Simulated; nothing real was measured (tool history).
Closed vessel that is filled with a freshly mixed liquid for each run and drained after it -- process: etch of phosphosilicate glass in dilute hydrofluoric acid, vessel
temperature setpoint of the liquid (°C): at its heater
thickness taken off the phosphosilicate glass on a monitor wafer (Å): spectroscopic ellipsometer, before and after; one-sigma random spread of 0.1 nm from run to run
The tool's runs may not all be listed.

| run | day | temperature setpoint of the liquid (°C) | parts of water to one part of 49 % hydrofluoric acid (parts by volume) | time in the liquid (s) | thickness taken off the phosphosilicate glass on a monitor wafer (Å) |
|---|---|---|---|---|---|
| 1 | 0.000 | 21.0 | 225 | 30 | 178.01 |
| 2 | 0.229 | 22.0 | 220 | 30 | 189.48 |
| 3 | 0.508 | 22.0 | 220 | 30 | 189.23 |
| 4 | 0.575 | 23.0 | 215 | 30 | 202.01 |
| 5 | 0.812 | 23.5 | 210 | 30 | 210.34 |
| 6 | 0.938 | 23.5 | 285 | 30 | 143.56 |
| 7 | 1.158 | 24.0 | 275 | 30 | 152.50 |
| 8 | 1.392 | 24.5 | 265 | 30 | 163.17 |

Run 9, settings as shown, results not yet in. Your forecast:
| 9 | 1.638 | 28.5 | 175 | 30 | ? |

{"run 9": {"thickness taken off the phosphosilicate glass on a monitor wafer (Å)": 314.18}}
